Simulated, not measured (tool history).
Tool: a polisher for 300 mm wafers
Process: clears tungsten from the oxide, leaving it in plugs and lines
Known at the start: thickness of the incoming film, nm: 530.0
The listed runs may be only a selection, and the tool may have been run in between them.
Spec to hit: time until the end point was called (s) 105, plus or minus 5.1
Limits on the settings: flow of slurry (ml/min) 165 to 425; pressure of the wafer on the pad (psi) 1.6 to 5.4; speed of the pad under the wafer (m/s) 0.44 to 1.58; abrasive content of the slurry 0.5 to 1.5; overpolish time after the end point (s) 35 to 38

run,hour,flow of slurry (ml/min),pressure of the wafer on the pad (psi),speed of the pad under the wafer (m/s),abrasive content of the slurry,overpolish time after the end point (s),time until the end point was called (s)
1,0,275,3.5,1,1,35,140.77
2,4.1,275,3.5,0.8,1,35,161.37
3,10.6,275,3.5,1.02,1,35,142.6
4,19.3,230,3.5,1.02,1,35,143.9
5,22.5,230,2.8,1.02,1,35,179.36
6,24.4,235,3.3,1.04,1,35,148.84
7,32.8,235,4.3,1.06,1,35,114.31
8,35.2,240,4.4,1.06,1,35,111.31

Consider the 4 candidate settings below. Which is the only one whose results all fall within their allowed miss of target?
A,37.6,330,4.5,1.16,0.75,35,?
B,37.6,285,3.6,1.36,0.75,38,?
C,37.6,295,3.9,1.08,0.95,38,?
D,37.6,185,5,0.72,1.3,35,?

move,time until the end point was called (s)
A,106.04
B,117.83
C,120.96
D,121.61
A: each result inside its tolerance
B: its largest miss is bigger than the last run's
C: its largest miss is bigger than the last run's
D: its largest miss is bigger than the last run's
Go with A: it meets all targets.
